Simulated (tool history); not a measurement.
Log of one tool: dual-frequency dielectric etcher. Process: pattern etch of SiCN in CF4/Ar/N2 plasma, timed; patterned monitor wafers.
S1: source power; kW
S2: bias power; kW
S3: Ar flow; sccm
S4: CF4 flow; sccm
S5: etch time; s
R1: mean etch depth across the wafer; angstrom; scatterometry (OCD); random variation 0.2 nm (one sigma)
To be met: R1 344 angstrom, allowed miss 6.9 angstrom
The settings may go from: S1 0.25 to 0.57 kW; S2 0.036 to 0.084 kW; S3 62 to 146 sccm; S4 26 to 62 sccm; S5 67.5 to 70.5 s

run	hour	S1	S2	S3	S4	S5	R1
1	0	0.41	0.06	104	44	67.5	455.66
2	5.1	0.38	0.06	104	44	67.5	418
3	13.5	0.41	0.06	104	44	67.5	454.46
4	15.1	0.41	0.06	104	44	70.5	482.9
5	18.5	0.41	0.06	104	37	70.5	460.05
6	24.9	0.41	0.06	104	41	70.5	474.28
# hour 27.6: CF4 flow controller replaced
7	27.6	0.33	0.058	105	41	70.5	372.81
8	28.4	0.32	0.058	105	41	70.5	358.42

Which of these 5 next moves meets every target?
A	29.2	0.31	0.058	105	40	69.5	?
B	29.2	0.35	0.052	107	41	69	?
C	29.2	0.31	0.076	132	36	70.5	?
D	29.2	0.33	0.059	115	43	68	?
E	29.2	0.31	0.056	119	39	68	?

move	R1
A	342.01
B	375.09
C	364.62
D	360.65
E	323.82
A: meets every target
B: further off than the last run
C: further off than the last run
D: further off than the last run
E: takes the result that was furthest off past its target
The right move is A.

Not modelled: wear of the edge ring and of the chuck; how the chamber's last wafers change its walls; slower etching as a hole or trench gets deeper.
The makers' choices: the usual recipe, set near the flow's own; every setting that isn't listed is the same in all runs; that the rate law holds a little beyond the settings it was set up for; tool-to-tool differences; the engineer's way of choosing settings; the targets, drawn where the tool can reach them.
